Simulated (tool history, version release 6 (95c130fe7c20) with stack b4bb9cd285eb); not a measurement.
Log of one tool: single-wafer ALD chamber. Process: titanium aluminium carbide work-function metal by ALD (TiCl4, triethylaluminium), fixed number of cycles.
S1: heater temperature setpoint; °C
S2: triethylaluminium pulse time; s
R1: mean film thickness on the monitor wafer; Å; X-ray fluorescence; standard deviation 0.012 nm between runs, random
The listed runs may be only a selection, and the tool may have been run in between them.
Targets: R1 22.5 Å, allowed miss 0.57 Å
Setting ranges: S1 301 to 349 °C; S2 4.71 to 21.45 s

{"run": 1, "hour": 0.0, "S1": 325, "S2": 13.08, "R1": 24.608}
{"run": 2, "hour": 8.1, "S1": 325, "S2": 11.48, "R1": 24.117}
{"run": 3, "hour": 14.4, "S1": 323, "S2": 11, "R1": 24.103}
{"run": 4, "hour": 17.0, "S1": 323, "S2": 9.13, "R1": 23.946}
{"hour": 23.3, "done": "thermocouple changed; heater temperature recalibrated"}
{"run": 5, "hour": 23.3, "S1": 320, "S2": 8.77, "R1": 24.084}
{"run": 6, "hour": 28.6, "S1": 320, "S2": 10.11, "R1": 24.07}
{"run": 7, "hour": 36.9, "S1": 316, "S2": 9.1, "R1": 23.575}
{"run": 8, "hour": 37.7, "S1": 313, "S2": 8.86, "R1": 23.163}

Which of these 5 next moves meets every target?
{"run": "A", "hour": 38.5, "S1": 323, "S2": 10.62, "R1": "?"}
{"run": "B", "hour": 38.5, "S1": 307, "S2": 7.2, "R1": "?"}
{"run": "C", "hour": 38.5, "S1": 329, "S2": 8.72, "R1": "?"}
{"run": "D", "hour": 38.5, "S1": 321, "S2": 9.87, "R1": "?"}
{"run": "E", "hour": 38.5, "S1": 324, "S2": 6.61, "R1": "?"}

move=A R1=24.725
move=B R1=22.484
move=C R1=25.178
move=D R1=24.422
move=E R1=24.24
A: the biggest miss grows against the last run
B: all results land within tolerance of their targets
C: the biggest miss grows against the last run
D: the biggest miss grows against the last run
E: the biggest miss grows against the last run
B is the move that brings every result within its allowed miss.

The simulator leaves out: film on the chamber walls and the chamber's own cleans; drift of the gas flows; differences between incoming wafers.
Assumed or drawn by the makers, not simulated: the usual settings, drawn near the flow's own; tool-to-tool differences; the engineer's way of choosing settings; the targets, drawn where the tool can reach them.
